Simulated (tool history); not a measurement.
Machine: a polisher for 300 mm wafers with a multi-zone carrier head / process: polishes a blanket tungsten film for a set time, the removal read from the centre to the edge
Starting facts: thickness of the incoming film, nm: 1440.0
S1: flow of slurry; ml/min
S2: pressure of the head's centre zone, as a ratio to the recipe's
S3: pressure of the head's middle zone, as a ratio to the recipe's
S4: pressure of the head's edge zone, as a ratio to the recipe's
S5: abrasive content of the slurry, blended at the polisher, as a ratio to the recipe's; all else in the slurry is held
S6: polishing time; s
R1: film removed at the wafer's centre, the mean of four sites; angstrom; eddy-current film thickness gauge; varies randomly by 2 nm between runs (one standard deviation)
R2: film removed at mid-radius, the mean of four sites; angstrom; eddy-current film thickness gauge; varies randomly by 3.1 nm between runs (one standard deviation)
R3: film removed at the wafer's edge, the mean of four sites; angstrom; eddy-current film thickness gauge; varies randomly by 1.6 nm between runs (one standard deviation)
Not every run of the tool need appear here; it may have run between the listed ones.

| run | hour | S1 | S2 | S3 | S4 | S5 | S6 | R1 | R2 | R3 |
|---|---|---|---|---|---|---|---|---|---|---|
| 1 | 0 | 220 | 1 | 1 | 1 | 1 | 55 | 1955.3 | 1831.3 | 1980.4 |
| 2 | 1.6 | 235 | 1 | 1.03 | 1.05 | 1.1 | 55 | 1979.9 | 1974.2 | 2101.4 |
| 3 | 8 | 235 | 1 | 0.97 | 1.05 | 1.1 | 55 | 1974.4 | 1869.3 | 2073.8 |
| 4 | 11.8 | 235 | 1 | 0.97 | 1.09 | 1.1 | 55 | 2010.8 | 1889.9 | 2113.8 |
| 5 | 14.7 | 245 | 1.01 | 0.99 | 1.12 | 1.15 | 55 | 2044.2 | 1962.3 | 2146.7 |
| 6 | 17.3 | 245 | 1.06 | 0.99 | 1.12 | 1.15 | 55 | 2135.1 | 1965.5 | 2149.5 |

Run 7 has not been measured yet. What should we expect?
| 7 | 24.9 | 245 | 1.06 | 0.99 | 1.12 | 1.15 | 55 | ? | ? | ? |

{"run 7": {"R1": 2137.9, "R2": 1962.6, "R3": 2185.6}}
